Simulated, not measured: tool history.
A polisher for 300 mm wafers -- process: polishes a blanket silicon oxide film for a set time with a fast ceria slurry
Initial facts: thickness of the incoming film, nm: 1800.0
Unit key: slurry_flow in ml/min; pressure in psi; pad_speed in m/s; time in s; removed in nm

run  hour  slurry_flow  pressure  pad_speed  time  removed
  1   0.0          315       2.4       1.10    63   992.63
  2   1.8          315       2.5       1.10    63  1032.80
  3   9.6          260       2.5       1.10    63  1016.20
  4  17.8          260       2.5       0.86    63   836.00
  5  21.6          260       2.7       0.86    63   907.14
  6  30.3          260       3.0       0.86    63   989.51

Estimate the outcome of run 7 from the log above:
  7  31.0          260       3.0       0.86    63        ?

{"run 7": {"removed": 984.82}}

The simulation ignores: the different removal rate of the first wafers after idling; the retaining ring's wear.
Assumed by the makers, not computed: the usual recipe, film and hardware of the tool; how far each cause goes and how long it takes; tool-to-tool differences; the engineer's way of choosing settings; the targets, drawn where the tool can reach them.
